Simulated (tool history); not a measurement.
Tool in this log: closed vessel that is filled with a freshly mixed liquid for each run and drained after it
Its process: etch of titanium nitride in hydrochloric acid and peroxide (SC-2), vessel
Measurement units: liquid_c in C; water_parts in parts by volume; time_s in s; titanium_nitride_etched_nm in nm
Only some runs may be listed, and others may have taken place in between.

run  hour  liquid_c  water_parts  time_s  titanium_nitride_etched_nm
  1     0        49            6     250                      7.9338
  2   5.9      44.5            6     250                       5.803
  3    11      44.5          4.5     250                      7.0532
  4  15.5      44.5          4.5     250                      7.0937
  5  24.1      43.5          4.5     250                      6.6671
  6  33.3      43.5          4.5     270                      7.1569
  7  34.7        43          4.5     270                       7.049

The next listed run, before its measurement:
  8    36        41          4.5     270                           ?

Logged for run 8: titanium_nitride_etched_nm 6.068 nm.

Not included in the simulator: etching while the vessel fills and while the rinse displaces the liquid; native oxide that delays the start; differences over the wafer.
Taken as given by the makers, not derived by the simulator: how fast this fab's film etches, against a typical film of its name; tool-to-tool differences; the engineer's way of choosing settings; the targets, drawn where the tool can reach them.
